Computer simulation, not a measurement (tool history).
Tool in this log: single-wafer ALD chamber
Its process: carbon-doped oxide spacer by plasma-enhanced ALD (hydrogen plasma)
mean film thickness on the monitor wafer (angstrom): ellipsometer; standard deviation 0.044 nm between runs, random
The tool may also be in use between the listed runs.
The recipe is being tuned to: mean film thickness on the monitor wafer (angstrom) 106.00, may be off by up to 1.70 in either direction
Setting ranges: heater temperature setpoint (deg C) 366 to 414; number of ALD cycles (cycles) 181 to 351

run	hour	heater temperature setpoint (deg C)	number of ALD cycles (cycles)	mean film thickness on the monitor wafer (angstrom)
1	0.0	390	266	142.39
2	7.7	390	240	128.63
3	10.9	396	240	129.29
4	19.2	387	240	128.15
5	25.3	387	262	140.99
6	28.9	387	285	152.83
7	37.2	387	254	136.66
8	41.3	387	232	123.83
9	45.3	387	189	101.25
10	54.8	387	192	103.55
11	62.2	387	194	104.03

4 candidate next runs follow, results not yet known. Just one meets every target within its allowed miss. Identify it.
A	69.6	377	189	?
B	69.6	390	192	?
C	69.6	383	188	?
D	69.6	391	197	?

move	mean film thickness on the monitor wafer (angstrom)
A	101.48
B	103.09
C	100.94
D	105.77
A: the biggest miss grows against the last run
B: the biggest miss grows against the last run
C: the biggest miss grows against the last run
D: in spec on every target
Correct choice: D, which meets every target
